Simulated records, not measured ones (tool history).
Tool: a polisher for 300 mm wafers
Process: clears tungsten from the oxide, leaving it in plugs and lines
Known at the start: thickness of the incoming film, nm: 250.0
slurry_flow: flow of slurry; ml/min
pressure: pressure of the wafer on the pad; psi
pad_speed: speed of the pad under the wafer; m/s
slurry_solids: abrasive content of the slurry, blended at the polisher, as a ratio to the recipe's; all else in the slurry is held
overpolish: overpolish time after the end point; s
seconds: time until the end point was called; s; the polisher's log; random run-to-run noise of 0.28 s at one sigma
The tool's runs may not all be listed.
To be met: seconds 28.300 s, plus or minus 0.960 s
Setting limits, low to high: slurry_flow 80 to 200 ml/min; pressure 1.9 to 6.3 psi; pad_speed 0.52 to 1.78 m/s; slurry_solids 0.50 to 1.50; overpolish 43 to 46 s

| run | day | slurry_flow | pressure | pad_speed | slurry_solids | overpolish | seconds |
|---|---|---|---|---|---|---|---|
| 1 | 0.000 | 130 | 4.1 | 1.14 | 1.00 | 43 | 38.545 |
| 2 | 0.050 | 150 | 4.1 | 1.14 | 1.00 | 43 | 37.651 |
| 3 | 0.200 | 150 | 4.3 | 1.14 | 1.00 | 43 | 36.461 |
| 4 | 0.350 | 150 | 4.5 | 1.14 | 1.00 | 43 | 35.056 |
| 5 | 0.471 | 150 | 4.5 | 1.14 | 1.00 | 43 | 34.914 |
| 6 | 0.550 | 165 | 4.5 | 1.14 | 1.00 | 43 | 34.246 |
| 7 | 0.721 | 165 | 4.5 | 1.14 | 1.00 | 43 | 34.345 |
| 8 | 0.842 | 165 | 4.7 | 1.14 | 1.00 | 43 | 32.810 |
| 9 | 1.112 | 165 | 4.8 | 1.14 | 1.00 | 43 | 32.189 |

Which of these 4 next moves meets every target?
| A | 1.383 | 200 | 4.9 | 1.28 | 1.00 | 43 | ? |
| B | 1.383 | 165 | 6.0 | 0.90 | 1.20 | 44 | ? |
| C | 1.383 | 185 | 5.5 | 0.94 | 0.90 | 46 | ? |
| D | 1.383 | 185 | 4.0 | 1.08 | 1.05 | 43 | ? |

| move | seconds |
|---|---|
| A | 28.361 |
| B | 30.349 |
| C | 33.248 |
| D | 39.587 |
A: all results in spec
B: closer than the last run, but not yet in spec
C: misses by more than the last run did
D: misses by more than the last run did
The right move is A.

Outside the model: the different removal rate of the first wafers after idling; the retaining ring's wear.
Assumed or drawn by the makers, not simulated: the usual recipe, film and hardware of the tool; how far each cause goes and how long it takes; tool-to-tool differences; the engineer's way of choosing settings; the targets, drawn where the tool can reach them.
